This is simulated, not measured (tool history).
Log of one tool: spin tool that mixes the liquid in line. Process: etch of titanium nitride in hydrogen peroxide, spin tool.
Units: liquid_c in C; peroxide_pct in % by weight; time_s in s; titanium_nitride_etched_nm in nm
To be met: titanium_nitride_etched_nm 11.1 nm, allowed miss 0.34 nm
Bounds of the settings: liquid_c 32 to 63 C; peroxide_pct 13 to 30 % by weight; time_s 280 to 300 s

run    day  liquid_c  peroxide_pct  time_s  titanium_nitride_etched_nm
  1      0        47            24     280                      22.048
  2  0.379        46            24     280                      20.768
  3  0.754        46            26     280                      21.085
  4  0.862        45            26     280                      19.188
  5  0.917        41            26     280                      14.348
  6  1.038      40.5            26     280                       14.01
  7  1.067        40            26     280                      13.547
  8  1.188      39.5            26     280                      12.951
  9  1.254        38            26     280                      11.503

5 next moves are on the table. One of them brings every result within its allowed miss. Which?
  A  1.321        39          24.5     280                           ?
  B  1.321      37.5            30     295                           ?
  C  1.321      36.5          28.5     300                           ?
  D  1.321        37          22.5     280                           ?
  E  1.321        39          25.5     280                           ?

move  titanium_nitride_etched_nm
   A                      12.347
   B                      12.103
   C                      11.251
   D                      10.372
   E                      12.455
A: further off than the last run
B: further off than the last run
C: meets every target
D: takes the result that was furthest off past its target
E: further off than the last run
Answer: C
